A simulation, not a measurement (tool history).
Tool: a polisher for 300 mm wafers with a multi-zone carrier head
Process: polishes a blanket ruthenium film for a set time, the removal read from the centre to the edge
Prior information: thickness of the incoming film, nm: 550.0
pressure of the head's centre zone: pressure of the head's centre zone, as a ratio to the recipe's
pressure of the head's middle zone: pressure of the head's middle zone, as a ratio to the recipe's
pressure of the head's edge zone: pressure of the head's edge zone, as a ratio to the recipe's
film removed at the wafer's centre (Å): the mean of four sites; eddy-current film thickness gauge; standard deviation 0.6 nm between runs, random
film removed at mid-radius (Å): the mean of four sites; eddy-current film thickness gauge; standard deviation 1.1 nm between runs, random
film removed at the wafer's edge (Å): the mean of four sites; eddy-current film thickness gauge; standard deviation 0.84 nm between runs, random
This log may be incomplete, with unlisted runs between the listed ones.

run  hour  flow of slurry (ml/min)  pressure of the head's centre zone  pressure of the head's middle zone  pressure of the head's edge zone  polishing time (s)  film removed at the wafer's centre (Å)  film removed at mid-radius (Å)  film removed at the wafer's edge (Å)
  1     0                      300                                   1                                   1                                 1                  88                                   937.4                          938.09                                930.94
  2   1.4                      335                                   1                                   1                                 1                  88                                  946.46                          942.69                                938.72
  3   8.7                      335                                   1                                1.04                                 1                  88                                  951.85                          982.99                                939.89
  4  13.9                      335                                   1                                1.04                                 1                  73                                     789                          818.14                                763.94
  5  17.4                      335                                0.99                                1.03                              1.03                  74                                  786.89                          831.47                                814.67
  6    21                      340                                0.99                                1.02                              1.05                  74                                  789.62                          818.34                                826.07
  7  23.2                      345                                0.99                                1.02                              1.07                  74                                  787.52                           809.8                                834.12
  8  29.8                      350                                0.99                                1.02                              1.09                  74                                  804.83                          824.22                                821.85
  9  32.3                      345                                0.97                                1.01                               1.1                  75                                  788.84                          826.83                                839.36

Predict the results of run 10:
 10  40.2                      345                                0.96                                   1                              1.12                  76                                       ?                               ?                                     ?

{"run 10": {"film removed at the wafer's centre (Å)": 787.03, "film removed at mid-radius (Å)": 833.43, "film removed at the wafer's edge (Å)": 851.37}}
